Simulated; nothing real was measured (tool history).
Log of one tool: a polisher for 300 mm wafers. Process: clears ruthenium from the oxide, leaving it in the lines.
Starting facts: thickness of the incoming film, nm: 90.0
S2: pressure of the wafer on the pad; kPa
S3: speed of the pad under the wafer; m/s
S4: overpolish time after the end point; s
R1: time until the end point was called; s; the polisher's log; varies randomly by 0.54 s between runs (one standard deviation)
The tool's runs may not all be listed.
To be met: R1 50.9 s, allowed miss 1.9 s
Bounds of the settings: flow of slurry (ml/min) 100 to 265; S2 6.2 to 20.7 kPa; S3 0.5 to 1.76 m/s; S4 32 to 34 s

run 1 hour=0 | flow_of_slurry_(ml/min)=170 S2=13.1 S3=1.12 S4=32 | R1=72.917
run 2 hour=4.1 | flow_of_slurry_(ml/min)=170 S2=13.1 S3=1.12 S4=32 | R1=71.037
run 3 hour=5.2 | flow_of_slurry_(ml/min)=190 S2=13.1 S3=1.12 S4=32 | R1=70.952
run 4 hour=9.2 | flow_of_slurry_(ml/min)=190 S2=14.5 S3=1.12 S4=32 | R1=64.935
run 5 hour=13.7 | flow_of_slurry_(ml/min)=190 S2=15.9 S3=1.12 S4=32 | R1=59.351
run 6 hour=18.3 | flow_of_slurry_(ml/min)=190 S2=13.1 S3=1.12 S4=32 | R1=70.88
run 7 hour=23.3 | flow_of_slurry_(ml/min)=190 S2=14.5 S3=1.12 S4=32 | R1=64.214
run 8 hour=29.6 | flow_of_slurry_(ml/min)=195 S2=15.9 S3=1.12 S4=32 | R1=58.554
run 9 hour=33.5 | flow_of_slurry_(ml/min)=195 S2=16.5 S3=1.12 S4=32 | R1=57.104

Consider the 5 candidate settings below. Which is the only one whose results all fall within their allowed miss of target?
run A hour=37.4 | flow_of_slurry_(ml/min)=190 S2=15.2 S3=1.1 S4=33 | R1=?
run B hour=37.4 | flow_of_slurry_(ml/min)=140 S2=16.5 S3=1.46 S4=32 | R1=?
run C hour=37.4 | flow_of_slurry_(ml/min)=210 S2=14.5 S3=1.42 S4=34 | R1=?
run D hour=37.4 | flow_of_slurry_(ml/min)=175 S2=15.2 S3=1.04 S4=32 | R1=?
run E hour=37.4 | flow_of_slurry_(ml/min)=170 S2=19.3 S3=1.2 S4=34 | R1=?

move=A R1=62.303
move=B R1=47.116
move=C R1=51.52
move=D R1=66.155
move=E R1=46.468
A: its largest miss is bigger than the last run's
B: pushes the last run's worst result past its target
C: meets every target
D: its largest miss is bigger than the last run's
E: pushes the last run's worst result past its target
C meets every target.
